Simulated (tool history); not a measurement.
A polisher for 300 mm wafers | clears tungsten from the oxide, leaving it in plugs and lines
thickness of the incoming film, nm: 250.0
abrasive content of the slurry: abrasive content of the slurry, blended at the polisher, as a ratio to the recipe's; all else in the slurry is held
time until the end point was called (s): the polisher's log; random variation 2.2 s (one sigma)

run,hour,flow of slurry (ml/min),pressure of the wafer on the pad (psi),speed of the pad under the wafer (m/s),abrasive content of the slurry,overpolish time after the end point (s),time until the end point was called (s)
1,0.0,140,2.5,1.04,1.00,20,89.398
2,8.7,140,2.5,1.04,1.00,20,91.581
3,12.5,140,2.4,1.04,1.00,20,97.599
4,19.1,140,2.4,1.04,1.15,20,92.516
5,21.3,140,2.4,1.04,1.00,20,94.540
6,26.5,155,2.4,1.04,1.00,20,96.816
7,35.5,155,2.3,1.04,1.00,20,96.360

The next listed run, before its measurement:
8,38.3,155,1.6,0.98,1.00,20,?

Run 8 gave time until the end point was called (s) 145.310.
